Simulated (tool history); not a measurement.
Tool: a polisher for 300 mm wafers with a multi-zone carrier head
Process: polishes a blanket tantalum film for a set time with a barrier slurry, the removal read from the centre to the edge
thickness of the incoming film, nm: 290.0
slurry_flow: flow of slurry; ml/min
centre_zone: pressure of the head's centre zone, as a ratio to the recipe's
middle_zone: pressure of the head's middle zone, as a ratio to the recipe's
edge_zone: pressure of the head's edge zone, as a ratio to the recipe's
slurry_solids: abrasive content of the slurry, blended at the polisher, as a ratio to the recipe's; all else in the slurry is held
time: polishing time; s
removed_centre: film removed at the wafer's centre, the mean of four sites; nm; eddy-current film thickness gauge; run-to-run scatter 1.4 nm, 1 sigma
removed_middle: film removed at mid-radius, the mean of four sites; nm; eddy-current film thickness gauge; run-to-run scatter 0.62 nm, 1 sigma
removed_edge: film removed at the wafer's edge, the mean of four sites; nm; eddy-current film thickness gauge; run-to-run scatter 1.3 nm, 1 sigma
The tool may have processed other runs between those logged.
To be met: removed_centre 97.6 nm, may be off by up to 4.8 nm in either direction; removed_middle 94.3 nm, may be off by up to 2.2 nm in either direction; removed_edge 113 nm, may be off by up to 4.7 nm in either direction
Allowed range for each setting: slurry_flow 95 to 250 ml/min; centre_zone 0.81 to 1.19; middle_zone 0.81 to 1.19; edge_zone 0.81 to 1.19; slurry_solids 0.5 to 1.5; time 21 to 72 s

{"run": 1, "hour": 0.0, "slurry_flow": 160, "centre_zone": 1, "middle_zone": 1, "edge_zone": 1, "slurry_solids": 1, "time": 46, "removed_centre": 81.849, "removed_middle": 86.115, "removed_edge": 88.464}
{"run": 2, "hour": 4.5, "slurry_flow": 160, "centre_zone": 1, "middle_zone": 1, "edge_zone": 1, "slurry_solids": 1.2, "time": 46, "removed_centre": 85.907, "removed_middle": 89.563, "removed_edge": 88.294}
{"run": 3, "hour": 12.3, "slurry_flow": 165, "centre_zone": 1, "middle_zone": 0.98, "edge_zone": 1.02, "slurry_solids": 1.2, "time": 47, "removed_centre": 89.961, "removed_middle": 90.798, "removed_edge": 93.657}
{"run": 4, "hour": 14.3, "slurry_flow": 170, "centre_zone": 1, "middle_zone": 0.98, "edge_zone": 1.04, "slurry_solids": 1.2, "time": 47, "removed_centre": 89.065, "removed_middle": 90.735, "removed_edge": 94.469}
{"run": 5, "hour": 18.7, "slurry_flow": 175, "centre_zone": 1, "middle_zone": 0.97, "edge_zone": 1.06, "slurry_solids": 1.2, "time": 47, "removed_centre": 90.767, "removed_middle": 90.196, "removed_edge": 96.131}
{"run": 6, "hour": 23.0, "slurry_flow": 175, "centre_zone": 1.07, "middle_zone": 0.97, "edge_zone": 1.06, "slurry_solids": 1.2, "time": 47, "removed_centre": 96.699, "removed_middle": 90.928, "removed_edge": 95.859}
{"run": 7, "hour": 31.1, "slurry_flow": 195, "centre_zone": 0.97, "middle_zone": 0.91, "edge_zone": 1.16, "slurry_solids": 1.45, "time": 48, "removed_centre": 96.386, "removed_middle": 92.943, "removed_edge": 105.29}
{"run": 8, "hour": 39.4, "slurry_flow": 195, "centre_zone": 0.96, "middle_zone": 0.9, "edge_zone": 1.16, "slurry_solids": 1.45, "time": 48, "removed_centre": 92.7, "removed_middle": 91.334, "removed_edge": 107.57}

5 candidate next runs follow, results not yet known. Just one meets every target within its allowed miss. Identify it.
{"run": "A", "hour": 47.7, "slurry_flow": 160, "centre_zone": 0.9, "middle_zone": 0.96, "edge_zone": 1.04, "slurry_solids": 1.1, "time": 51, "removed_centre": "?", "removed_middle": "?", "removed_edge": "?"}
{"run": "B", "hour": 47.7, "slurry_flow": 185, "centre_zone": 0.9, "middle_zone": 0.86, "edge_zone": 1.19, "slurry_solids": 1.4, "time": 55, "removed_centre": "?", "removed_middle": "?", "removed_edge": "?"}
{"run": "C", "hour": 47.7, "slurry_flow": 195, "centre_zone": 0.89, "middle_zone": 0.9, "edge_zone": 1.19, "slurry_solids": 1.5, "time": 49, "removed_centre": "?", "removed_middle": "?", "removed_edge": "?"}
{"run": "D", "hour": 47.7, "slurry_flow": 110, "centre_zone": 0.97, "middle_zone": 0.88, "edge_zone": 1.08, "slurry_solids": 1.4, "time": 55, "removed_centre": "?", "removed_middle": "?", "removed_edge": "?"}
{"run": "E", "hour": 47.7, "slurry_flow": 210, "centre_zone": 1.15, "middle_zone": 0.93, "edge_zone": 1.09, "slurry_solids": 1.5, "time": 47, "removed_centre": "?", "removed_middle": "?", "removed_edge": "?"}

move=A removed_centre=84.838 removed_middle=93.398 removed_edge=98.773
move=B removed_centre=99.021 removed_middle=99.285 removed_edge=122.39
move=C removed_centre=89.263 removed_middle=93.841 removed_edge=111.15
move=D removed_centre=97.29 removed_middle=93.399 removed_edge=110.15
move=E removed_centre=111.06 removed_middle=93.251 removed_edge=102.76
A: the worst result of the last run now meets its target, but another is out of spec
B: carries the result that was furthest off beyond its target, to the other side
C: the worst result of the last run now meets its target, but another is out of spec
D: all results in spec
E: the worst result of the last run now meets its target, but another is out of spec
D meets every target.
